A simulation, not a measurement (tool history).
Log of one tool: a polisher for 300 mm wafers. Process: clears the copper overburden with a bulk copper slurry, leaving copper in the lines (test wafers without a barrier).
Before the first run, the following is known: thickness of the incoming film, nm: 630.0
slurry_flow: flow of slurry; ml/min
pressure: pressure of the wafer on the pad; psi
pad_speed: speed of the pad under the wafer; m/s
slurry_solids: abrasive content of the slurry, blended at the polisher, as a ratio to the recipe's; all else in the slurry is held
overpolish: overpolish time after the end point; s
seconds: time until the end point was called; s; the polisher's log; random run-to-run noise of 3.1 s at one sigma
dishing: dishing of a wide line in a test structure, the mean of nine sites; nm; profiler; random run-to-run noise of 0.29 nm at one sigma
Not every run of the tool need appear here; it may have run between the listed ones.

{"run": 1, "day": 0.0, "slurry_flow": 200, "pressure": 1.9, "pad_speed": 0.84, "slurry_solids": 1, "overpolish": 10, "seconds": 121.49, "dishing": 16.383}
{"run": 2, "day": 0.375, "slurry_flow": 200, "pressure": 1.7, "pad_speed": 0.84, "slurry_solids": 1, "overpolish": 11, "seconds": 138.48, "dishing": 15.8}
{"run": 3, "day": 0.554, "slurry_flow": 200, "pressure": 1.7, "pad_speed": 0.72, "slurry_solids": 1, "overpolish": 11, "seconds": 156.45, "dishing": 15.755}
{"run": 4, "day": 0.633, "slurry_flow": 200, "pressure": 1.6, "pad_speed": 0.7, "slurry_solids": 1, "overpolish": 12, "seconds": 170.07, "dishing": 14.807}
{"run": 5, "day": 0.725, "slurry_flow": 200, "pressure": 2, "pad_speed": 0.7, "slurry_solids": 1, "overpolish": 12, "seconds": 140.1, "dishing": 16.822}
{"run": 6, "day": 0.921, "slurry_flow": 200, "pressure": 1.9, "pad_speed": 0.68, "slurry_solids": 1, "overpolish": 13, "seconds": 156.42, "dishing": 16.463}
{"run": 7, "day": 1.192, "slurry_flow": 200, "pressure": 1.8, "pad_speed": 0.68, "slurry_solids": 1, "overpolish": 14, "seconds": 162.67, "dishing": 16.625}

What will run 8 give?
{"run": 8, "day": 1.433, "slurry_flow": 200, "pressure": 1.7, "pad_speed": 0.68, "slurry_solids": 1, "overpolish": 15, "seconds": "?", "dishing": "?"}

Run 8 came out at seconds 168.36 s, dishing 16.863 nm.

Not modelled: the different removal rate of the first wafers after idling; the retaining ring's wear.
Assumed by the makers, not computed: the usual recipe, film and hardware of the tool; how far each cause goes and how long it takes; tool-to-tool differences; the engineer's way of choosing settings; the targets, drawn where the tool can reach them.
